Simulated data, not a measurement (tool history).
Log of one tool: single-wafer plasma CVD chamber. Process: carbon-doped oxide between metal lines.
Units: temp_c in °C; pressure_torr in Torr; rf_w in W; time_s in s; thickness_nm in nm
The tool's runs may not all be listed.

run  hour  temp_c  pressure_torr  rf_w  time_s  thickness_nm
  1     0     345           6.94   520    32.7        177.91
  2     9     351           6.94   520    32.7        175.59
  3  14.1     353           6.77   515    32.7        173.37
  4  20.1     346           6.77   515    32.7        175.93
  5  24.2     346           6.77   515    32.7         176.3
  6  31.1     356           6.77   515    32.7        171.16
  7  39.5     358           6.68   515    32.7        170.82

Run 8 comes next. What will it give?
  8    45     359           6.59   515    32.7             ?

Run 8 gave thickness_nm 169.42 nm.

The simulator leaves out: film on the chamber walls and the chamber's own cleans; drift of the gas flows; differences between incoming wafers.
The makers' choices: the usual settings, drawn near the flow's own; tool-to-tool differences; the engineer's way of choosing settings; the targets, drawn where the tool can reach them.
